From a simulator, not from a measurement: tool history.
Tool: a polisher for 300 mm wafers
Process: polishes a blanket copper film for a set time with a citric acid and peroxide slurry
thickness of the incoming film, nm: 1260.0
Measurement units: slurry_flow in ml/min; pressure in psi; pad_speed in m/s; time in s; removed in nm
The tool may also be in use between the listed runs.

| run | hour | slurry_flow | pressure | pad_speed | slurry_solids | time | removed |
|---|---|---|---|---|---|---|---|
| 1 | 0 | 255 | 2.2 | 1.22 | 1 | 43 | 85.496 |
| 2 | 1 | 255 | 2.2 | 1.22 | 1 | 39 | 77.872 |
| 3 | 9.3 | 255 | 2.3 | 1.22 | 1 | 39 | 79.998 |
| 4 | 16.7 | 255 | 2.3 | 1.22 | 1 | 39 | 80.822 |
| 5 | 23.4 | 285 | 2.3 | 1.22 | 1 | 39 | 82.208 |
| 6 | 28.9 | 285 | 2.4 | 1.22 | 1 | 39 | 84.809 |
| 7 | 34.6 | 285 | 2.5 | 1.22 | 1 | 39 | 87.64 |
| 8 | 39.2 | 285 | 2.6 | 1.22 | 1 | 39 | 88.571 |
| 9 | 40 | 285 | 2.7 | 1.22 | 1 | 39 | 92.749 |

Expected results for the next run?
| 10 | 48.5 | 285 | 2.8 | 1.22 | 1 | 39 | ? |

{"run 10": {"removed": 94.328}}

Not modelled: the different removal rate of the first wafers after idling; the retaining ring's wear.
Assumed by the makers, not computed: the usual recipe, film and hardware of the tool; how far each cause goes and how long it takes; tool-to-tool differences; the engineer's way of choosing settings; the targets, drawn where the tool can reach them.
